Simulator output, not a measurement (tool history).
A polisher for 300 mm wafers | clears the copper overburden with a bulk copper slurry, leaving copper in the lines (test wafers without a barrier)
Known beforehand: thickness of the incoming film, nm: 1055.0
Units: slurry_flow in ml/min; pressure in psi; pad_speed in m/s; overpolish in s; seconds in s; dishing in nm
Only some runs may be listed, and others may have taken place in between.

run	hour	slurry_flow	pressure	pad_speed	slurry_solids	overpolish	seconds	dishing
1	0.0	270	3.4	0.84	1.00	9	112.500	42.658
2	4.6	270	3.3	0.86	1.00	8	109.690	40.759
3	13.5	335	3.3	0.86	1.00	8	109.380	40.754
4	14.2	335	3.2	0.88	1.00	7	109.600	36.192
5	20.6	335	3.2	1.02	1.00	7	95.616	39.862
# hour 22.8: slurry nozzle cleaned
6	22.8	335	3.2	1.02	1.10	7	88.843	40.947
7	29.1	335	3.2	1.02	1.10	7	90.092	41.697
8	32.0	355	3.0	1.04	1.05	6	94.138	35.975
9	34.9	355	2.8	1.04	1.05	5	100.090	29.706

The next listed run, before its measurement:
10	38.5	355	2.8	1.04	1.05	5	?	?

seconds: 102.430 s
dishing: 31.999 nm
